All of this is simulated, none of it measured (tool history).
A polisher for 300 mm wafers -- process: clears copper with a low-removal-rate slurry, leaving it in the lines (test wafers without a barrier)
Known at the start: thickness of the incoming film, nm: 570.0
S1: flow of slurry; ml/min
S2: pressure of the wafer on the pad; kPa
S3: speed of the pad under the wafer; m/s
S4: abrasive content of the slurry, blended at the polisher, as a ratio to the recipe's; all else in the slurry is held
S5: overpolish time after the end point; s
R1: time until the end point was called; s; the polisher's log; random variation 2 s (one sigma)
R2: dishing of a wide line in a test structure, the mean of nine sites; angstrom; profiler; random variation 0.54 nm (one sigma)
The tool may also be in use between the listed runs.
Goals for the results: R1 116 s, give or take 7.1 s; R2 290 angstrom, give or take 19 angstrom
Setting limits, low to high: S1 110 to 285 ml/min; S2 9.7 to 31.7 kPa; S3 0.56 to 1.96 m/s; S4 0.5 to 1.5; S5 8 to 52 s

run	hour	S1	S2	S3	S4	S5	R1	R2
1	0	180	20.7	1.26	1	26	162.85	591.42
2	4	180	19.3	1.36	1	23	164.08	502.46
3	10.9	180	19.3	1.36	0.9	23	162.97	495.82
4	13.2	190	18.6	1.44	0.85	21	165.16	488.08
5	19.9	190	18.6	1.44	1.05	21	159.64	489.87
6	24.6	190	18.6	1.44	0.9	21	161.59	480.92
7	28.2	180	17.9	1.52	0.9	19	161.29	468.87
8	31.6	195	18.6	1.46	1	17	155.45	432.96
9	36.2	195	18.6	1.46	1	17	155.98	424.72
10	41.3	210	19.3	1.42	1.05	16	152.41	417.77
11	48.5	260	13.8	1.78	1.3	8	158.13	216.92

Consider the 4 candidate settings below. Which is the only one whose results all fall within their allowed miss of target?
A	55.7	195	17.9	1.72	1.25	12	?	?
B	55.7	215	13.1	1.72	1.35	13	?	?
C	55.7	260	11	1.64	1.35	16	?	?
D	55.7	235	19.3	1.82	1.2	8	?	?

move	R1	R2
A	132.02	366.92
B	173.63	304.55
C	209.06	306.98
D	114.41	292.41
A: gains on the last run, yet a result remains outside its allowed miss
B: lands further from the targets than the last run did
C: lands further from the targets than the last run did
D: all results land within tolerance of their targets
Go with D: it meets all targets.

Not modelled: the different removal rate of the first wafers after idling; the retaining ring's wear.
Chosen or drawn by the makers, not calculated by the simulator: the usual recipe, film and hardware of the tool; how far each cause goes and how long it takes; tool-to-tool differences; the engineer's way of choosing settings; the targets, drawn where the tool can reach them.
